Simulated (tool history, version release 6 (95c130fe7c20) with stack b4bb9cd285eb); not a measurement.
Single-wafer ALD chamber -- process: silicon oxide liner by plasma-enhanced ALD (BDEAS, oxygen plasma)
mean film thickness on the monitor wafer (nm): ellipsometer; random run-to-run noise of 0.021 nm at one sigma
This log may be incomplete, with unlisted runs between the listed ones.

run,day,heater temperature setpoint (deg C),number of ALD cycles (cycles),mean film thickness on the monitor wafer (nm)
1,0,320,63,5.8953
2,0.271,320,61,5.6679
3,0.321,327,61,5.6361
4,0.388,327,65,6.0198
5,0.508,327,63,5.8564
6,0.729,327,67,6.2178
7,0.975,327,64,5.9478

What will run 8 give?
8,1.012,327,62,?

mean film thickness on the monitor wafer (nm): 5.6892
